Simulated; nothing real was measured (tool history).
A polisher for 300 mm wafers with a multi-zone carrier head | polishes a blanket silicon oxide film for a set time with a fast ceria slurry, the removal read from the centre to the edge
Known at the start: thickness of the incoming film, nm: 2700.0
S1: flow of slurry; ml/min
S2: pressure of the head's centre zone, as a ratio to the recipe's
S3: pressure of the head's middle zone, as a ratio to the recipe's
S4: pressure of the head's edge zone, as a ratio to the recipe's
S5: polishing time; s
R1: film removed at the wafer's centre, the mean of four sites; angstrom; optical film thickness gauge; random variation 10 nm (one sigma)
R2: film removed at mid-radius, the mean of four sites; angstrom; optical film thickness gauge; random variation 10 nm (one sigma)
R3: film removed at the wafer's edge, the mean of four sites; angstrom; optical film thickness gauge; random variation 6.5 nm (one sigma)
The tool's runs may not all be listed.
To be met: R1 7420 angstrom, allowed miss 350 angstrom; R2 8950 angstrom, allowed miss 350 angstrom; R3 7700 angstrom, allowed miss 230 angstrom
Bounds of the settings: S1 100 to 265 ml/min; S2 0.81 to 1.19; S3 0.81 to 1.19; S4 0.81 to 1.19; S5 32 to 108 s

Run 1, hour 0: S1 170 ml/min, S2 1, S3 1, S4 1, S5 70 s. Result: R1 9128.7 angstrom, R2 9500.2 angstrom, R3 9139.3 angstrom.
Run 2, hour 3.9: S1 145 ml/min, S2 1, S3 1, S4 1, S5 70 s. Result: R1 8736.4 angstrom, R2 9177.4 angstrom, R3 8825.9 angstrom.
Run 3, hour 12.3: S1 135 ml/min, S2 0.98, S3 1.02, S4 0.97, S5 69 s. Result: R1 8405.8 angstrom, R2 8956.2 angstrom, R3 8484.5 angstrom.
Run 4, hour 14.6: S1 130 ml/min, S2 0.96, S3 1.05, S4 0.95, S5 68 s. Result: R1 8065 angstrom, R2 9056.5 angstrom, R3 8228.8 angstrom.
At hour 16: worn pad replaced by a new one.
Run 5, hour 16: S1 170 ml/min, S2 0.96, S3 1.05, S4 0.95, S5 68 s. Result: R1 9782 angstrom, R2 10846 angstrom, R3 9889.5 angstrom.
Run 6, hour 18.1: S1 195 ml/min, S2 0.96, S3 1.05, S4 0.95, S5 68 s. Result: R1 9887.8 angstrom, R2 10814 angstrom, R3 10064 angstrom.
Run 7, hour 20.6: S1 170 ml/min, S2 0.95, S3 1.07, S4 0.95, S5 66 s. Result: R1 9447 angstrom, R2 10591 angstrom, R3 9453.7 angstrom.
Run 8, hour 21.5: S1 150 ml/min, S2 0.94, S3 1.08, S4 0.95, S5 65 s. Result: R1 8717.8 angstrom, R2 10106 angstrom, R3 9160.5 angstrom.
Run 9, hour 22.1: S1 135 ml/min, S2 0.93, S3 1.08, S4 0.92, S5 64 s. Result: R1 8314 angstrom, R2 9849.4 angstrom, R3 8785 angstrom.
Run 10, hour 23.2: S1 120 ml/min, S2 0.91, S3 1.07, S4 0.82, S5 57 s. Result: R1 6972.8 angstrom, R2 8576.3 angstrom, R3 7443.5 angstrom.

Which of these 4 next moves meets every target?
Run A, hour 24.3: S1 115 ml/min, S2 0.84, S3 0.99, S4 0.91, S5 60 s. Result: R1 ?, R2 ?, R3 ?.
Run B, hour 24.3: S1 130 ml/min, S2 1.07, S3 1.1, S4 0.86, S5 52 s. Result: R1 ?, R2 ?, R3 ?.
Run C, hour 24.3: S1 115 ml/min, S2 0.85, S3 1.01, S4 0.86, S5 57 s. Result: R1 ?, R2 ?, R3 ?.
Run D, hour 24.3: S1 120 ml/min, S2 0.93, S3 1.1, S4 0.84, S5 59 s. Result: R1 ?, R2 ?, R3 ?.

move      R1      R2      R3
   A  6628.3  8398.4  7911.7
   B  7623.1  8001.7  6871.5
   C  6373.1  8071.5  7364.1
   D  7328.5    8893  7617.7
A: further off than the last run
B: brings the result that was furthest off to its target, and leaves another outside
C: further off than the last run
D: meets every target
The right move is D.

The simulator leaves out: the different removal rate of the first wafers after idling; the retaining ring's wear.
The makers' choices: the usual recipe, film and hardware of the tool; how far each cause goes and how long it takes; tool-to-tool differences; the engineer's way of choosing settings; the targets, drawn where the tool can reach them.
